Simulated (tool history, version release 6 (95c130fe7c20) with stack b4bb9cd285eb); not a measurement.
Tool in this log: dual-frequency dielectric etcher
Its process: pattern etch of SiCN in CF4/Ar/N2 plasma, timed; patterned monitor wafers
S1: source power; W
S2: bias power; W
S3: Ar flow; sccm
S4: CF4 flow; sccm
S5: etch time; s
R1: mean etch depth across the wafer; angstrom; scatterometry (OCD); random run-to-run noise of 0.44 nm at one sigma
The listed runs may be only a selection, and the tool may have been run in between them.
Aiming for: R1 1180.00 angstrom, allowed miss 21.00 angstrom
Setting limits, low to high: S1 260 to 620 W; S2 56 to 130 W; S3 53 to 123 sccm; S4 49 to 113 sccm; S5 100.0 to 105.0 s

{"run": 1, "hour": 0.0, "S1": 440, "S2": 93, "S3": 88, "S4": 81, "S5": 100.0, "R1": 977.13}
{"run": 2, "hour": 1.0, "S1": 460, "S2": 93, "S3": 88, "S4": 81, "S5": 100.0, "R1": 1028.7}
{"run": 3, "hour": 4.3, "S1": 460, "S2": 105, "S3": 88, "S4": 81, "S5": 100.0, "R1": 1073.6}
{"run": 4, "hour": 5.4, "S1": 470, "S2": 105, "S3": 88, "S4": 81, "S5": 100.0, "R1": 1092.8}
{"run": 5, "hour": 7.3, "S1": 470, "S2": 105, "S3": 88, "S4": 81, "S5": 105.0, "R1": 1147.7}
{"run": 6, "hour": 15.4, "S1": 470, "S2": 105, "S3": 88, "S4": 81, "S5": 100.0, "R1": 1095.0}
{"run": 7, "hour": 21.2, "S1": 480, "S2": 105, "S3": 88, "S4": 81, "S5": 100.0, "R1": 1117.5}
{"run": 8, "hour": 24.6, "S1": 490, "S2": 105, "S3": 88, "S4": 81, "S5": 100.0, "R1": 1143.9}

Next run, 5 choices. One meets every target within its allowed miss, the rest don't. Which?
{"run": "A", "hour": 28.0, "S1": 500, "S2": 119, "S3": 65, "S4": 78, "S5": 100.5, "R1": "?"}
{"run": "B", "hour": 28.0, "S1": 470, "S2": 110, "S3": 84, "S4": 83, "S5": 101.0, "R1": "?"}
{"run": "C", "hour": 28.0, "S1": 460, "S2": 106, "S3": 91, "S4": 93, "S5": 102.5, "R1": "?"}
{"run": "D", "hour": 28.0, "S1": 470, "S2": 113, "S3": 103, "S4": 83, "S5": 105.0, "R1": "?"}
{"run": "E", "hour": 28.0, "S1": 510, "S2": 88, "S3": 86, "S4": 82, "S5": 101.0, "R1": "?"}

move=A R1=1241.70
move=B R1=1132.60
move=C R1=1121.70
move=D R1=1173.90
move=E R1=1136.70
A: takes the biggest miss from the last run beyond its target
B: lands further from the targets than the last run did
C: lands further from the targets than the last run did
D: every result lands within tolerance
E: lands further from the targets than the last run did
Correct choice: D, which meets every target
